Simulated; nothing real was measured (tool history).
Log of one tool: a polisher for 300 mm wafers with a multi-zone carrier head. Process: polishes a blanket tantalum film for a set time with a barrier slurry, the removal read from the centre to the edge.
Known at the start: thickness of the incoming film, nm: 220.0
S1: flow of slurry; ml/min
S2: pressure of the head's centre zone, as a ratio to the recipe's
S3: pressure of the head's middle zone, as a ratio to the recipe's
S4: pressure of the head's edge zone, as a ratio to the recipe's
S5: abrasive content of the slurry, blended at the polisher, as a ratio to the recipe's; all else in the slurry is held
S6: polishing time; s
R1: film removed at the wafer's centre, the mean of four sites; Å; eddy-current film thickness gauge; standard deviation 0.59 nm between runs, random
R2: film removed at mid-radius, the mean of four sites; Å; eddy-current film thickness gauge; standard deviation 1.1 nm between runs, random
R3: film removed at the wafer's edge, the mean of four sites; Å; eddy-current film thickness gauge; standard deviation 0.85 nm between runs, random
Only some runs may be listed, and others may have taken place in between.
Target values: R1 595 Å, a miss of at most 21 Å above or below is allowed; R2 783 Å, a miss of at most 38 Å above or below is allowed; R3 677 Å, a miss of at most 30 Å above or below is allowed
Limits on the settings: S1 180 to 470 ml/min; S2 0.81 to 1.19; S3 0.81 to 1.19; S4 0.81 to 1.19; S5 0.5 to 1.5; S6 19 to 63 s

run	day	S1	S2	S3	S4	S5	S6	R1	R2	R3
1	0	300	1	1	1	1	41	421.45	466.75	460.68
2	0.221	300	1	1.02	1.01	1.05	42	441.85	493.03	479.26
3	0.442	300	1	1.02	0.94	1.05	42	444.96	499.75	475.43
4	0.804	300	0.99	1.03	0.94	1.1	43	446.34	525.18	481.35
# day 1.033: centre zone pressure recalibrated
5	1.033	300	0.99	1.03	0.95	1.15	44	492.88	539.62	496.42
6	1.321	300	0.97	1.04	0.96	1.15	46	502.42	574.66	518.98
7	1.542	300	0.94	1.14	1.06	1.4	52	584.91	723.59	642.11
8	1.871	300	0.94	1.15	1.06	1.4	52	581.23	738.54	651.55

Which single option among these 5 for the next run brings every result within its allowed miss of target? Just one does.
A	2.2	310	1.03	1.12	1	1.35	51	?	?	?
B	2.2	360	0.87	1.12	0.98	1.2	58	?	?	?
C	2.2	295	0.86	1.18	1.09	1.35	55	?	?	?
D	2.2	395	0.99	1.16	1.06	1.4	49	?	?	?
E	2.2	290	0.95	1.19	0.82	1.5	53	?	?	?

move	R1	R2	R3
A	627.06	682.47	604.61
B	594.91	767.12	670.26
C	560.77	766.42	677.08
D	597.77	696.15	612.24
E	609.59	759.14	582.58
A: further off than the last run
B: each result inside its tolerance
C: gets the furthest-off result to its target, but another result is out of tolerance
D: further off than the last run
E: gets the furthest-off result to its target, but another result is out of tolerance
B meets every target.
